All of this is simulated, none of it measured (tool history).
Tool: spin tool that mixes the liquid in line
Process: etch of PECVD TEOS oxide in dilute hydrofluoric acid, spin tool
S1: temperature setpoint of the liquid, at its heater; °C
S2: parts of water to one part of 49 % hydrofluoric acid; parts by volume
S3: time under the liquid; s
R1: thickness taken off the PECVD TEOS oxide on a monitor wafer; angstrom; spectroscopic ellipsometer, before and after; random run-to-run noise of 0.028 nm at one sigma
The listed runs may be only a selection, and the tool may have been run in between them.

run  hour    S1   S2  S3      R1
  1     0    24  180  70  85.093
  2   4.4  23.5  190  70  76.671
  3  13.3  23.5  125  70  126.83
  4  20.9    23  140  70  110.38
  5  28.2  25.5  140  70  120.33
  6  30.4  25.5   85  70  213.76
  7  38.9  24.5  100  70  169.65
  8  47.3  23.5  115  70  140.05
  9  55.1    23  125  70  124.64
 10  60.8    19  195  70  63.866

Predict the results of run 11:
 11  65.5  19  200  70   ?

{"run 11": {"R1": 61.297}}
